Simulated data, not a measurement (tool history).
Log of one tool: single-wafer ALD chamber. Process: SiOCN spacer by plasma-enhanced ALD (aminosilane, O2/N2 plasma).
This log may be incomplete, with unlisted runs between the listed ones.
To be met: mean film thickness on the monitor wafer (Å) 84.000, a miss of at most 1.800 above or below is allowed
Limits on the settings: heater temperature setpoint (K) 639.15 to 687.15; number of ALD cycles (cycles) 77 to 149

run    day  heater temperature setpoint (K)  number of ALD cycles (cycles)  mean film thickness on the monitor wafer (Å)
  1  0.000                           663.15                            113                                        72.642
  2  0.138                           663.15                            101                                        64.809
  3  0.421                           663.15                            104                                        66.602
  4  0.725                           663.15                            106                                        67.960
  5  0.754                           663.15                             96                                        61.624
  6  1.025                           663.15                             99                                        63.248
  7  1.117                           663.15                            102                                        65.273
  8  1.479                           663.15                            105                                        67.244
  9  1.788                           663.15                            107                                        68.699
 10  1.996                           663.15                            109                                        69.671
 11  2.254                           663.15                            111                                        71.057
 12  2.296                           663.15                            113                                        72.342
 13  2.654                           663.15                            115                                        73.348
 14  2.988                           663.15                            117                                        75.427
 15  3.146                           663.15                            118                                        75.683
 16  3.183                           663.15                            119                                        76.581

Exactly one of the 4 candidate moves below puts every result within its allowed miss. Which one?
  A  3.221                           661.15                            105                                             ?
  B  3.221                           649.15                            139                                             ?
  C  3.221                           682.15                            136                                             ?
  D  3.221                           643.15                            105                                             ?

move  mean film thickness on the monitor wafer (Å)
   A                                        67.516
   B                                        89.379
   C                                        84.582
   D                                        67.516
A: misses by more than the last run did
B: carries the result that was furthest off beyond its target, to the other side
C: in spec on every target
D: misses by more than the last run did
The move that meets every target is C.
